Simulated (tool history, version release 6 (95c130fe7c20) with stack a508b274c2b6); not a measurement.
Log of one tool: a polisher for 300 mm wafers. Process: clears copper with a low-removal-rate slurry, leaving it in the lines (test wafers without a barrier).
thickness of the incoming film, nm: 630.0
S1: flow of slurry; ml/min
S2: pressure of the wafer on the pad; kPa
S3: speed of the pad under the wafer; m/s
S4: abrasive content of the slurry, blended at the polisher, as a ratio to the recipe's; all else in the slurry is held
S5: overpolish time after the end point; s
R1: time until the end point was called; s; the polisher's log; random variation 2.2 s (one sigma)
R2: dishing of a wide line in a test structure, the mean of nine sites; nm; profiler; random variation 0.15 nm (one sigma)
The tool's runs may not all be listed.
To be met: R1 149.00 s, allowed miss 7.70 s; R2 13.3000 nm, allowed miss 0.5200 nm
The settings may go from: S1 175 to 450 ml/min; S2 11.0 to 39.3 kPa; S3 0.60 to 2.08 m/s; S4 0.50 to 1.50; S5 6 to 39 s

run	day	S1	S2	S3	S4	S5	R1	R2
1	0.000	290	24.8	1.34	1.00	20	180.09	22.0050
2	0.029	225	24.8	1.34	1.00	20	186.44	21.9780
3	0.325	305	20.0	1.58	1.05	15	189.78	18.8450
4	0.367	305	20.0	1.84	1.05	15	171.67	20.1490
5	0.667	355	17.9	1.88	1.20	12	174.70	17.5220
6	0.767	355	17.9	1.56	1.20	12	210.77	16.0810
7	0.988	435	24.8	1.20	1.45	6	178.67	12.1190
8	1.321	430	26.2	1.22	1.45	6	160.89	12.6980
9	1.658	425	26.9	1.22	1.45	6	161.55	12.6390
10	1.679	425	26.9	1.22	1.45	6	164.23	12.9690
# day 1.767: worn pad replaced by a new one
11	1.767	430	27.6	1.22	1.45	6	136.59	13.7240
12	1.817	430	27.6	1.22	1.45	6	141.42	14.1730
13	1.896	435	27.6	1.22	1.45	6	141.41	14.0740
14	2.158	430	27.6	1.22	1.45	6	138.41	14.2040
15	2.475	450	21.4	1.40	1.50	6	158.07	12.6140
16	2.746	450	23.4	1.38	1.50	8	145.99	16.3620
17	3.058	430	24.8	1.34	1.50	7	145.57	15.2850
18	3.375	435	24.8	1.32	1.45	7	143.11	15.1740
19	3.683	450	19.3	1.44	1.20	6	178.68	11.7190

5 next moves are on the table. One of them brings every result within its allowed miss. Which?
A	3.992	420	13.1	1.64	1.10	6	?	?
B	3.992	425	20.0	1.00	1.10	6	?	?
C	3.992	450	24.8	1.54	1.35	6	?	?
D	3.992	430	15.9	1.30	1.05	10	?	?
E	3.992	450	18.6	1.88	1.20	6	?	?

move	R1	R2
A	237.27	9.4574
B	228.80	9.8297
C	130.00	14.6590
D	238.00	13.6040
E	149.37	13.2930
A: further off than the last run
B: further off than the last run
C: takes the result that was furthest off past its target
D: further off than the last run
E: meets every target
Move E is the one to make.

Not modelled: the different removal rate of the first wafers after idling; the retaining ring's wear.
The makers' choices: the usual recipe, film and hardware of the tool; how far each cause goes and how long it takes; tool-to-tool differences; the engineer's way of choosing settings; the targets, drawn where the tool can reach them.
